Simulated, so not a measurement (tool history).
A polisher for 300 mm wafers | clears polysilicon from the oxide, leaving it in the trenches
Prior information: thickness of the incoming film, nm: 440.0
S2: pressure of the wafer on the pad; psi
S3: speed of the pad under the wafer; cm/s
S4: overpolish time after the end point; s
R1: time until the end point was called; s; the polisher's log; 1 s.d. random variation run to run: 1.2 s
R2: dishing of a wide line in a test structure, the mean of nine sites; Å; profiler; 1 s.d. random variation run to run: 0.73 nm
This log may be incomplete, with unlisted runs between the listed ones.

Run 1, hour 0: flow of slurry (ml/min) 190, S2 2.1 psi, S3 128 cm/s, S4 18 s. Result: R1 31.924 s, R2 480.17 Å.
Run 2, hour 4.3: flow of slurry (ml/min) 190, S2 1.9 psi, S3 116 cm/s, S4 15 s. Result: R1 39.844 s, R2 466.99 Å.
Run 3, hour 5.4: flow of slurry (ml/min) 190, S2 1.9 psi, S3 116 cm/s, S4 22 s. Result: R1 39.219 s, R2 479.11 Å.
Run 4, hour 14: flow of slurry (ml/min) 195, S2 1.7 psi, S3 110 cm/s, S4 18 s. Result: R1 45.279 s, R2 481.64 Å.
Run 5, hour 17.8: flow of slurry (ml/min) 175, S2 1.7 psi, S3 98 cm/s, S4 15 s. Result: R1 52.574 s, R2 447.35 Å.
Run 6, hour 26.2: flow of slurry (ml/min) 175, S2 2.1 psi, S3 98 cm/s, S4 15 s. Result: R1 42.179 s, R2 472.44 Å.
Run 7, hour 28.5: flow of slurry (ml/min) 160, S2 1.9 psi, S3 98 cm/s, S4 13 s. Result: R1 47.587 s, R2 457.51 Å.
Run 8, hour 34.1: flow of slurry (ml/min) 150, S2 1.7 psi, S3 98 cm/s, S4 11 s. Result: R1 53.823 s, R2 443.83 Å.
Run 9, hour 38.2: flow of slurry (ml/min) 140, S2 1.5 psi, S3 98 cm/s, S4 10 s. Result: R1 61.094 s, R2 385.22 Å.

Estimate the outcome of run 10 from the log above:
Run 10, hour 40.1: flow of slurry (ml/min) 150, S2 1.4 psi, S3 94 cm/s, S4 11 s. Result: R1 ?, R2 ?.

{"run 10": {"R1": 66.877, "R2": 395.63}}
